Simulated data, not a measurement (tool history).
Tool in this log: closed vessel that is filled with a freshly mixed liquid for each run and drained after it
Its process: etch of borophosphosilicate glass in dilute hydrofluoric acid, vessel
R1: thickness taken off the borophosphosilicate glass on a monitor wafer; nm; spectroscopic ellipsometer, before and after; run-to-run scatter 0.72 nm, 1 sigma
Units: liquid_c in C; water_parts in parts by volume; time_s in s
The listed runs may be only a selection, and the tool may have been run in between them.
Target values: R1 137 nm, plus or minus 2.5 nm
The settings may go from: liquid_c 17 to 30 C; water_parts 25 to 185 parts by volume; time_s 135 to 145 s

run 1 hour=0 | liquid_c=22 water_parts=105 time_s=135 | R1=36.34
run 2 hour=1.8 | liquid_c=19 water_parts=105 time_s=135 | R1=31.967
run 3 hour=8.7 | liquid_c=19 water_parts=105 time_s=135 | R1=31.875
run 4 hour=17 | liquid_c=20 water_parts=95 time_s=135 | R1=37.402
run 5 hour=25.1 | liquid_c=20 water_parts=95 time_s=135 | R1=37.106
run 6 hour=29.9 | liquid_c=21 water_parts=85 time_s=135 | R1=44.099
run 7 hour=33.9 | liquid_c=25 water_parts=45 time_s=135 | R1=103.89
run 8 hour=42.8 | liquid_c=25.5 water_parts=45 time_s=135 | R1=104.63
run 9 hour=45.3 | liquid_c=26 water_parts=45 time_s=135 | R1=106.89
run 10 hour=51.7 | liquid_c=26.5 water_parts=45 time_s=135 | R1=109.2
run 11 hour=56 | liquid_c=27 water_parts=45 time_s=135 | R1=111.27
run 12 hour=61.3 | liquid_c=27.5 water_parts=45 time_s=135 | R1=113.98
run 13 hour=69.3 | liquid_c=30 water_parts=35 time_s=135 | R1=164.15
run 14 hour=78.4 | liquid_c=29.5 water_parts=35 time_s=135 | R1=161.46
run 15 hour=83.1 | liquid_c=28 water_parts=35 time_s=135 | R1=149.96

Which one of the following 4 next-run settings gets every result inside its allowed miss? There is exactly one.
run A hour=87.8 | liquid_c=29 water_parts=40 time_s=140 | R1=?
run B hour=87.8 | liquid_c=29 water_parts=40 time_s=135 | R1=?
run C hour=87.8 | liquid_c=29.5 water_parts=45 time_s=145 | R1=?
run D hour=87.8 | liquid_c=27 water_parts=40 time_s=140 | R1=?

move=A R1=142.16
move=B R1=137.08
move=C R1=132.49
move=D R1=131.17
A: moves toward the targets from the last run without getting all of them in spec
B: all results land within tolerance of their targets
C: moves the result that the last run missed by most past its target, out the other side
D: moves the result that the last run missed by most past its target, out the other side
B meets every target.

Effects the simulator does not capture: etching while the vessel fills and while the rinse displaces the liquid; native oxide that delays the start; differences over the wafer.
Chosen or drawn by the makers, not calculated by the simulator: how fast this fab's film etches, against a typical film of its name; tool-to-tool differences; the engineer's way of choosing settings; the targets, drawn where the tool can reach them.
